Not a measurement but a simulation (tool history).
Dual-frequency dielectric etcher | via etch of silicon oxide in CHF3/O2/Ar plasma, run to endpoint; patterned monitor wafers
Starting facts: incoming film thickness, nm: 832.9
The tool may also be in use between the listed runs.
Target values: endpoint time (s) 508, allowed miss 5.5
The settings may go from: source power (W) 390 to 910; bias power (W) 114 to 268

run,day,source power (W),bias power (W),endpoint time (s)
1,0,650,191,422.16
2,0.321,650,163,444.64
3,0.608,650,137,471.39
4,0.725,630,137,472.69
5,1.054,560,137,492.59
6,1.271,550,137,498.32
7,1.304,540,137,497.73
8,1.525,530,137,500.44

Exactly one of the 4 candidate moves below puts every result within its allowed miss. Which one?
A,1.746,470,139,?
B,1.746,600,129,?
C,1.746,520,145,?
D,1.746,450,155,?

move,endpoint time (s)
A,516.53
B,491.27
C,494.77
D,505.14
A: takes the biggest miss from the last run beyond its target
B: the biggest miss grows against the last run
C: the biggest miss grows against the last run
D: meets every target
Move D is the one to make.

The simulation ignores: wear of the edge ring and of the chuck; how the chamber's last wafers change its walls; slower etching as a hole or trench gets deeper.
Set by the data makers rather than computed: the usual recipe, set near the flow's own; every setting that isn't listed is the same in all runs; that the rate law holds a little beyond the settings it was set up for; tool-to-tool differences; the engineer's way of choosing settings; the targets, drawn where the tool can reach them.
